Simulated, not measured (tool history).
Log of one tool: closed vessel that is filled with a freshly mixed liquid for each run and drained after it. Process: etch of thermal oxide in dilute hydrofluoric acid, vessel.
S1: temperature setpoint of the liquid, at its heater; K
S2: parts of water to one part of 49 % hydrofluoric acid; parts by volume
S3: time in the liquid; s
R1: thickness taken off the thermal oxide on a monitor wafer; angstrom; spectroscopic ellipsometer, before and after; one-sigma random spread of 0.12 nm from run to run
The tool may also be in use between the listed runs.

| run | hour | S1 | S2 | S3 | R1 |
|---|---|---|---|---|---|
| 1 | 0.0 | 293.15 | 130 | 640 | 185.64 |
| 2 | 6.1 | 294.15 | 130 | 640 | 194.47 |
| 3 | 12.0 | 292.65 | 130 | 640 | 183.29 |
| 4 | 18.8 | 293.65 | 130 | 640 | 191.84 |
| 5 | 23.5 | 293.65 | 130 | 685 | 204.26 |
| 6 | 25.2 | 294.15 | 130 | 685 | 207.48 |
| 7 | 29.6 | 294.65 | 130 | 685 | 210.86 |
| 8 | 33.7 | 295.15 | 130 | 685 | 216.70 |
| 9 | 41.5 | 295.65 | 130 | 685 | 221.20 |

What will run 10 give?
| 10 | 45.3 | 296.15 | 130 | 685 | ? |

R1: 223.61 angstrom
